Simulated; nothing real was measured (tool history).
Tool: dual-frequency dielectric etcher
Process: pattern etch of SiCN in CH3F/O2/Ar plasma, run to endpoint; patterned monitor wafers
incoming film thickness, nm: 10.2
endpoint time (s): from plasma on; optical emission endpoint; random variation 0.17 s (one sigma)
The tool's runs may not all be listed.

run	day	source power (kW)	bias power (kW)	endpoint time (s)
1	0	0.34	0.056	30.465
2	0.362	0.34	0.047	32.435
3	0.554	0.34	0.053	31.548
4	0.612	0.38	0.053	29.328
5	0.942	0.38	0.05	29.956
6	1.042	0.38	0.041	32.193
7	1.262	0.41	0.043	30.548
8	1.562	0.43	0.045	29.417

Forecast run 9:
9	1.708	0.44	0.047	?

endpoint time (s): 28.655
